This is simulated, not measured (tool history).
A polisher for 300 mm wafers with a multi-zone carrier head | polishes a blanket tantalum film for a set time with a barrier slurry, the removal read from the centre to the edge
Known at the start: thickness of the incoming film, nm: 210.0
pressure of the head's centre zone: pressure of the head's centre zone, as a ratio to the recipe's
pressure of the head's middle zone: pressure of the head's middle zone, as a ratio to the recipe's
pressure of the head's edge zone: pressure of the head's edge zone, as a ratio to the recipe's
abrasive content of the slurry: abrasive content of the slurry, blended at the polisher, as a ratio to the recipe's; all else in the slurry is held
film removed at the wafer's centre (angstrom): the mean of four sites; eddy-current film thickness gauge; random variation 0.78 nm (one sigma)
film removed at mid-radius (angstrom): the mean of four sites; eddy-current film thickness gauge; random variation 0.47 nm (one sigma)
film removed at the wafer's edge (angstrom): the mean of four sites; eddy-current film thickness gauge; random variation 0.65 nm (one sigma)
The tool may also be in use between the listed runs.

run	hour	flow of slurry (ml/min)	pressure of the head's centre zone	pressure of the head's middle zone	pressure of the head's edge zone	abrasive content of the slurry	polishing time (s)	film removed at the wafer's centre (angstrom)	film removed at mid-radius (angstrom)	film removed at the wafer's edge (angstrom)
1	0	305	1	1	1	1	35	412.72	424.19	428.75
2	4.3	310	1	1.03	1.01	1.05	35	434.8	439.91	443.73
3	8.6	310	0.98	1.05	1	1.1	36	435.45	469.62	443.67
4	11	310	0.98	1.05	1	1.1	42	504.74	547.61	527.93
5	17.1	315	0.98	1.07	1.01	1.1	42	517.43	559.1	534.54
6	24.7	320	0.98	1.09	1.02	1.1	42	518.61	568.09	534.65

Forecast run 7:
7	30.6	325	0.98	1.1	1.03	1.1	42	?	?	?

Run 7 gave film removed at the wafer's centre (angstrom) 508.14, film removed at mid-radius (angstrom) 579.01, film removed at the wafer's edge (angstrom) 542.91.
